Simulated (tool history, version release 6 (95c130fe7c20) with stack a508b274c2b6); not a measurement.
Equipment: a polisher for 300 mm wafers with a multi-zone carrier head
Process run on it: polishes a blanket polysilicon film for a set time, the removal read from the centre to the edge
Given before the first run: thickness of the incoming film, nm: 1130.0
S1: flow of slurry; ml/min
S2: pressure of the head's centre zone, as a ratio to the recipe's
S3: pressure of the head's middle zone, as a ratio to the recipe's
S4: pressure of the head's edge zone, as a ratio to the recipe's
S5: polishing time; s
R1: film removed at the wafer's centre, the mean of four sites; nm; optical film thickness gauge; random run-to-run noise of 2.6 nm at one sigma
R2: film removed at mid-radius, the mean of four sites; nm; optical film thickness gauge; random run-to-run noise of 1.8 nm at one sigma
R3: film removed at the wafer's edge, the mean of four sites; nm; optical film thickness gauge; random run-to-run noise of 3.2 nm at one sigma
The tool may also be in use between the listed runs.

{"run": 1, "hour": 0.0, "S1": 180, "S2": 1, "S3": 1, "S4": 1, "S5": 47, "R1": 396.46, "R2": 392.35, "R3": 389.39}
{"run": 2, "hour": 3.3, "S1": 180, "S2": 1, "S3": 1, "S4": 1, "S5": 58, "R1": 486.87, "R2": 490.51, "R3": 482.11}
{"run": 3, "hour": 4.8, "S1": 175, "S2": 1, "S3": 0.97, "S4": 0.97, "S5": 51, "R1": 425.7, "R2": 416.11, "R3": 410.9}
{"run": 4, "hour": 8.5, "S1": 175, "S2": 1.07, "S3": 0.97, "S4": 0.97, "S5": 51, "R1": 448.94, "R2": 422.24, "R3": 406.47}
{"run": 5, "hour": 9.3, "S1": 170, "S2": 1.06, "S3": 0.94, "S4": 0.96, "S5": 45, "R1": 393.18, "R2": 367.07, "R3": 361.83}
{"run": 6, "hour": 16.2, "S1": 170, "S2": 1.06, "S3": 0.94, "S4": 1.01, "S5": 45, "R1": 395.94, "R2": 366.86, "R3": 371.83}
{"run": 7, "hour": 19.7, "S1": 170, "S2": 1.06, "S3": 0.92, "S4": 1, "S5": 40, "R1": 350.38, "R2": 318.47, "R3": 329.52}
{"run": 8, "hour": 23.8, "S1": 170, "S2": 1.06, "S3": 0.9, "S4": 0.99, "S5": 37, "R1": 324.16, "R2": 292.28, "R3": 302.23}
{"run": 9, "hour": 31.8, "S1": 175, "S2": 1.06, "S3": 0.88, "S4": 0.98, "S5": 35, "R1": 313.46, "R2": 271.49, "R3": 281.93}
{"run": 10, "hour": 36.2, "S1": 145, "S2": 0.96, "S3": 0.81, "S4": 0.91, "S5": 27, "R1": 208.03, "R2": 198.37, "R3": 206.1}
{"run": 11, "hour": 40.1, "S1": 195, "S2": 1.04, "S3": 0.83, "S4": 0.98, "S5": 25, "R1": 216.31, "R2": 194.51, "R3": 201.67}
{"run": 12, "hour": 44.0, "S1": 190, "S2": 1.05, "S3": 0.84, "S4": 0.99, "S5": 25, "R1": 221.06, "R2": 199.83, "R3": 203.81}
{"run": 13, "hour": 45.6, "S1": 185, "S2": 1.06, "S3": 0.84, "S4": 1.01, "S5": 25, "R1": 222.49, "R2": 195.94, "R3": 206.48}

Run 14 is up next; what results do you expect?
{"run": 14, "hour": 53.0, "S1": 180, "S2": 1.07, "S3": 0.85, "S4": 1.02, "S5": 25, "R1": "?", "R2": "?", "R3": "?"}

R1: 229.41 nm
R2: 195.52 nm
R3: 211.67 nm
